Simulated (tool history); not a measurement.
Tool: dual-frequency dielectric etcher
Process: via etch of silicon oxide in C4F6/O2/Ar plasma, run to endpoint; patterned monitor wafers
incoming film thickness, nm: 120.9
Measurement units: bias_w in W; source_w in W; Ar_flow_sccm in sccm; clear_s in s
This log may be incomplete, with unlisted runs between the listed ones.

{"run": 1, "day": 0.0, "bias_w": 588, "source_w": 390, "Ar_flow_sccm": 383, "clear_s": 26.592}
{"run": 2, "day": 0.042, "bias_w": 656, "source_w": 400, "Ar_flow_sccm": 380, "clear_s": 25.724}
{"run": 3, "day": 0.338, "bias_w": 716, "source_w": 400, "Ar_flow_sccm": 380, "clear_s": 24.998}
{"run": 4, "day": 0.479, "bias_w": 716, "source_w": 400, "Ar_flow_sccm": 324, "clear_s": 24.569}
{"run": 5, "day": 0.692, "bias_w": 716, "source_w": 400, "Ar_flow_sccm": 349, "clear_s": 24.799}
{"run": 6, "day": 0.908, "bias_w": 716, "source_w": 400, "Ar_flow_sccm": 410, "clear_s": 25.156}
{"run": 7, "day": 1.121, "bias_w": 747, "source_w": 420, "Ar_flow_sccm": 404, "clear_s": 24.289}
{"run": 8, "day": 1.267, "bias_w": 768, "source_w": 440, "Ar_flow_sccm": 400, "clear_s": 23.856}
{"run": 9, "day": 1.488, "bias_w": 786, "source_w": 450, "Ar_flow_sccm": 395, "clear_s": 23.171}

The next listed run, before its measurement:
{"run": 10, "day": 1.6, "bias_w": 796, "source_w": 450, "Ar_flow_sccm": 394, "clear_s": "?"}

Run 10 came out at clear_s 23.323 s.
